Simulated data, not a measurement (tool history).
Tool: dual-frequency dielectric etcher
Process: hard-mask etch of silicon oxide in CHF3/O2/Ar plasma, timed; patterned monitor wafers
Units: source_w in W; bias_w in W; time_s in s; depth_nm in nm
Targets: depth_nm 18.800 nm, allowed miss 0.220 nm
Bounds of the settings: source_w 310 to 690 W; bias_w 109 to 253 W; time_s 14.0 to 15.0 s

run,hour,source_w,bias_w,time_s,depth_nm
1,0.0,500,181,15.0,23.938
2,2.6,440,164,15.0,21.655
3,10.2,510,164,15.0,22.751
4,19.1,480,164,15.0,22.381
5,24.4,480,141,15.0,20.517
6,28.3,530,141,15.0,21.255
7,31.7,480,140,15.0,20.551
8,36.0,440,139,15.0,19.904
9,36.6,420,139,15.0,19.627
10,43.5,400,139,15.0,19.265
11,48.9,390,139,15.0,19.061
12,55.7,390,139,15.0,19.173

5 next moves are on the table. One of them brings every result within its allowed miss. Which?
A,62.5,420,137,14.5,?
B,62.5,390,127,15.0,?
C,62.5,360,133,15.0,?
D,62.5,340,150,15.0,?
E,62.5,450,130,15.0,?

move,depth_nm
A,18.709
B,18.101
C,18.165
D,19.146
E,19.177
A: meets every target
B: takes the result that was furthest off past its target
C: takes the result that was furthest off past its target
D: nearer than the last run, and not there yet
E: as far off as the last run
Move A is the one to make.
